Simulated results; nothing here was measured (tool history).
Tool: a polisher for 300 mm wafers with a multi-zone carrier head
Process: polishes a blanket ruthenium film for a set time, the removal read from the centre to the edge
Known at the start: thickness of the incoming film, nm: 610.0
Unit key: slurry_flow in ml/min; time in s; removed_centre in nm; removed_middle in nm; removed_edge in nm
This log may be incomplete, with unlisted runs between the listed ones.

run 1 hour=0.0 | slurry_flow=315 centre_zone=1.00 middle_zone=1.00 edge_zone=1.00 time=33 | removed_centre=23.852 removed_middle=22.799 removed_edge=23.006
run 2 hour=8.7 | slurry_flow=275 centre_zone=1.00 middle_zone=1.00 edge_zone=1.00 time=33 | removed_centre=23.473 removed_middle=22.404 removed_edge=23.637
run 3 hour=16.1 | slurry_flow=265 centre_zone=1.00 middle_zone=1.00 edge_zone=1.01 time=34 | removed_centre=24.095 removed_middle=23.260 removed_edge=23.946
run 4 hour=21.4 | slurry_flow=260 centre_zone=0.99 middle_zone=0.98 edge_zone=1.02 time=35 | removed_centre=24.387 removed_middle=23.123 removed_edge=25.288
run 5 hour=26.8 | slurry_flow=255 centre_zone=0.99 middle_zone=0.98 edge_zone=1.03 time=36 | removed_centre=24.665 removed_middle=23.520 removed_edge=25.411
run 6 hour=33.3 | slurry_flow=250 centre_zone=0.99 middle_zone=0.97 edge_zone=1.03 time=37 | removed_centre=25.983 removed_middle=24.681 removed_edge=26.340
run 7 hour=38.5 | slurry_flow=245 centre_zone=0.99 middle_zone=0.96 edge_zone=1.04 time=38 | removed_centre=27.010 removed_middle=24.676 removed_edge=27.202
run 8 hour=39.7 | slurry_flow=240 centre_zone=0.98 middle_zone=0.96 edge_zone=1.05 time=38 | removed_centre=26.423 removed_middle=24.839 removed_edge=27.815
run 9 hour=43.5 | slurry_flow=240 centre_zone=0.98 middle_zone=0.96 edge_zone=1.06 time=38 | removed_centre=25.514 removed_middle=24.564 removed_edge=27.576
run 10 hour=49.6 | slurry_flow=240 centre_zone=0.98 middle_zone=0.96 edge_zone=1.07 time=38 | removed_centre=25.772 removed_middle=24.859 removed_edge=27.965
run 11 hour=54.3 | slurry_flow=240 centre_zone=0.99 middle_zone=0.96 edge_zone=1.08 time=38 | removed_centre=25.859 removed_middle=24.907 removed_edge=28.040
run 12 hour=58.9 | slurry_flow=240 centre_zone=1.00 middle_zone=0.96 edge_zone=1.09 time=38 | removed_centre=26.416 removed_middle=24.897 removed_edge=27.271
run 13 hour=62.7 | slurry_flow=240 centre_zone=1.00 middle_zone=0.96 edge_zone=1.09 time=38 | removed_centre=26.116 removed_middle=25.200 removed_edge=28.344

Estimate the outcome of run 14 from the log above:
run 14 hour=63.5 | slurry_flow=240 centre_zone=1.01 middle_zone=0.96 edge_zone=1.10 time=38 | removed_centre=? removed_middle=? removed_edge=?

Run 14 came out at removed_centre 27.346 nm, removed_middle 24.461 nm, removed_edge 27.846 nm.
